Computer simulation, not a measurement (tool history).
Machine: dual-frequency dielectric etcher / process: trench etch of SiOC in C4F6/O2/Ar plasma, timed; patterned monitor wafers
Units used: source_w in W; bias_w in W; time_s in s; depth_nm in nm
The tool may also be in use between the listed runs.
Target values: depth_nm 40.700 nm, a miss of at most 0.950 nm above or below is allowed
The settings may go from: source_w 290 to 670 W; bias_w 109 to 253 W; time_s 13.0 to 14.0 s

Run 1, hour 0.0: source_w 480 W, bias_w 181 W, time_s 14.0 s. Result: depth_nm 36.037 nm.
Run 2, hour 8.7: source_w 480 W, bias_w 181 W, time_s 13.0 s. Result: depth_nm 33.291 nm.
Run 3, hour 10.1: source_w 480 W, bias_w 152 W, time_s 13.0 s. Result: depth_nm 31.639 nm.
Run 4, hour 11.7: source_w 480 W, bias_w 182 W, time_s 13.0 s. Result: depth_nm 33.344 nm.
Run 5, hour 19.1: source_w 430 W, bias_w 182 W, time_s 13.0 s. Result: depth_nm 31.560 nm.
Run 6, hour 24.0: source_w 430 W, bias_w 206 W, time_s 13.0 s. Result: depth_nm 32.692 nm.
Run 7, hour 24.6: source_w 470 W, bias_w 210 W, time_s 13.0 s. Result: depth_nm 34.331 nm.
Run 8, hour 28.4: source_w 510 W, bias_w 213 W, time_s 13.0 s. Result: depth_nm 35.633 nm.
Run 9, hour 36.8: source_w 540 W, bias_w 216 W, time_s 13.0 s. Result: depth_nm 36.727 nm.
Run 10, hour 38.3: source_w 560 W, bias_w 219 W, time_s 13.0 s. Result: depth_nm 37.563 nm.

5 next moves are on the table. One of them brings every result within its allowed miss. Which?
Run A, hour 39.8: source_w 630 W, bias_w 208 W, time_s 13.0 s. Result: depth_nm ?.
Run B, hour 39.8: source_w 640 W, bias_w 170 W, time_s 13.5 s. Result: depth_nm ?.
Run C, hour 39.8: source_w 540 W, bias_w 212 W, time_s 13.0 s. Result: depth_nm ?.
Run D, hour 39.8: source_w 590 W, bias_w 213 W, time_s 14.0 s. Result: depth_nm ?.
Run E, hour 39.8: source_w 460 W, bias_w 234 W, time_s 13.0 s. Result: depth_nm ?.

move  depth_nm
   A    38.815
   B    38.681
   C    36.419
   D    40.848
   E    34.754
A: gains on the last run, yet a result remains outside its allowed miss
B: gains on the last run, yet a result remains outside its allowed miss
C: moves away from the targets compared with the last run
D: all results in spec
E: moves away from the targets compared with the last run
Move D is the one to make.
